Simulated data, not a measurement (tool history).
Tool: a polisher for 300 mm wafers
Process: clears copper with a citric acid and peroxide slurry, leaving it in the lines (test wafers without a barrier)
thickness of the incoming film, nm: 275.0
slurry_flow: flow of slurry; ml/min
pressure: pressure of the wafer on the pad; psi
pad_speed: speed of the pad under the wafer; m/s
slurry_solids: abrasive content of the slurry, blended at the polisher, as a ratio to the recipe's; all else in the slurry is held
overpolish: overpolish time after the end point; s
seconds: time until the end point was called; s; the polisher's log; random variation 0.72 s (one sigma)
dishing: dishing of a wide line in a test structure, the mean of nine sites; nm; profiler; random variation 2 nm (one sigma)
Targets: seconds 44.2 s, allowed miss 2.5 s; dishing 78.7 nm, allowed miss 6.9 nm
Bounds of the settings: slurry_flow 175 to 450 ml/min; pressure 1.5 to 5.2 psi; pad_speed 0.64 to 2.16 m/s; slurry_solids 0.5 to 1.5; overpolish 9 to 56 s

run	hour	slurry_flow	pressure	pad_speed	slurry_solids	overpolish	seconds	dishing
1	0	290	3.3	1.4	1	29	79.965	62.004
2	3.6	355	3.3	1.4	1	29	77.817	58.519
3	4.2	360	3.6	1.42	1	28	71.536	63.901
4	8.4	360	3.6	1.42	1	39	71.633	79.183
5	15	365	3.8	1.44	1	36	66.63	82.708
6	18.8	370	4	1.46	1	32	62.146	79.023
7	23.1	375	4.2	1.48	1	29	59.08	80.033
8	31.1	380	4.4	1.5	1	26	56.111	76.659
9	35.9	380	4.5	1.52	1	24	54.528	73.975
10	41.9	380	4.6	1.54	1	23	51.624	71.656
11	49.7	380	4.7	1.54	1	23	50.422	75.078
12	52.9	380	4.7	1.54	1	23	50.892	75.006
13	56	380	4.8	1.54	1	23	49.207	75.998

Which of these 5 next moves meets every target?
A	59.1	435	4	1.66	0.85	28	?	?
B	59.1	365	5	1.68	1	21	?	?
C	59.1	300	5.2	1.82	0.9	27	?	?
D	59.1	315	5.1	1.34	1.2	26	?	?
E	59.1	395	5	1.36	1	26	?	?

move	seconds	dishing
A	55.398	79.917
B	43.109	79.086
C	39.818	100.85
D	51.182	81.795
E	52.523	80.094
A: further off than the last run
B: meets every target
C: takes the result that was furthest off past its target
D: further off than the last run
E: further off than the last run
The right move is B.
